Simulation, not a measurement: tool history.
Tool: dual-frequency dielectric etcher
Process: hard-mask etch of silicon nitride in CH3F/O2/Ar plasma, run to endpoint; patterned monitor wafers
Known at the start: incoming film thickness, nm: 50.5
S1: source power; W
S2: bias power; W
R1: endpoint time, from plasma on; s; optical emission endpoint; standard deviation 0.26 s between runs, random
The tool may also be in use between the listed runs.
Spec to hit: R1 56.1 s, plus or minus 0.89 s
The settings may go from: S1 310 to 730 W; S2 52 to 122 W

run	hour	S1	S2	R1
1	0	520	87	60.598
2	7.5	530	87	60.382
3	14.2	530	96	58.415
4	17.1	530	85	60.419
5	25.8	540	85	60.059
6	34.4	540	79	61.277
7	35.3	550	79	60.873
8	39.7	560	79	60.37
9	43.5	570	79	60.064

5 candidate next runs follow, results not yet known. Just one meets every target within its allowed miss. Identify it.
A	47.3	620	65	?
B	47.3	720	71	?
C	47.3	480	84	?
D	47.3	610	105	?
E	47.3	460	74	?

move	R1
A	61.443
B	56.121
C	63.629
D	53.297
E	67.496
A: misses by more than the last run did
B: in spec on every target
C: misses by more than the last run did
D: the result that was furthest off in the last run now lies on the other side of its target
E: misses by more than the last run did
Correct choice: B, which meets every target

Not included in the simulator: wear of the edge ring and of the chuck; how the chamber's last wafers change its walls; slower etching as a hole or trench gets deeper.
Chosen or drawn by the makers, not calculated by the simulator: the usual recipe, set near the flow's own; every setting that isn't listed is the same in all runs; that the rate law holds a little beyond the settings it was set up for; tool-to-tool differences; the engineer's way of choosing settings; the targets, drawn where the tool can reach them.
